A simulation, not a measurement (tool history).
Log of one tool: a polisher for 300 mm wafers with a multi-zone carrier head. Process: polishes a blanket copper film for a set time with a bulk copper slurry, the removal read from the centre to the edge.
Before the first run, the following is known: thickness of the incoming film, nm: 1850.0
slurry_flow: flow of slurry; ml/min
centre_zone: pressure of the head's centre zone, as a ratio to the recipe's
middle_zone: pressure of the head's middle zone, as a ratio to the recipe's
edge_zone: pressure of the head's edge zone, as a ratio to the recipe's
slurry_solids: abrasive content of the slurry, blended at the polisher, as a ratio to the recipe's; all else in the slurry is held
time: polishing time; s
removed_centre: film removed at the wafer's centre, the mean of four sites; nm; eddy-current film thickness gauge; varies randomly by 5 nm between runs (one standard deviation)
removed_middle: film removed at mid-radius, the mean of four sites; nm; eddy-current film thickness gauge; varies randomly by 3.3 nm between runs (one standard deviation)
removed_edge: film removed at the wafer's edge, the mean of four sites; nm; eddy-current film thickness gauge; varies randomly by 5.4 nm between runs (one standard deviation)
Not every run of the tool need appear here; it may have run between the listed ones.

run  hour  slurry_flow  centre_zone  middle_zone  edge_zone  slurry_solids  time  removed_centre  removed_middle  removed_edge
  1     0          175            1            1          1              1    36          338.72          345.91        331.86
  2   5.5          175            1            1          1              1    31          302.82          295.39        289.75
  3     7          175            1            1       0.93              1    31          297.56          299.77        272.77
  4  12.6          180         1.01         1.03       0.96           1.05    31          302.31          308.43        290.22
  5    20          180         1.08         1.03       0.96           1.05    31          320.73             308        282.37
  6  24.8          180         1.08         1.03       0.96           1.05    35          368.68          349.79        326.18
  7  29.5          180         1.08         1.03       0.96           1.05    35          368.84          346.36        329.83
  8  33.8          185         1.08         1.05       0.97           1.05    35          367.77          355.33        323.25
     40.7  -- edge zone pressure recalibrated
  9  40.7          190         1.07         1.06       0.98            1.1    35           365.6          363.04        362.26
 10  44.4          195         1.07         1.07       0.97            1.1    35           381.7          371.77        337.95

Forecast run 11:
 11  45.3          200         1.06         1.08       0.98            1.1    35               ?               ?             ?

removed_centre: 368.41 nm
removed_middle: 371.17 nm
removed_edge: 351.16 nm
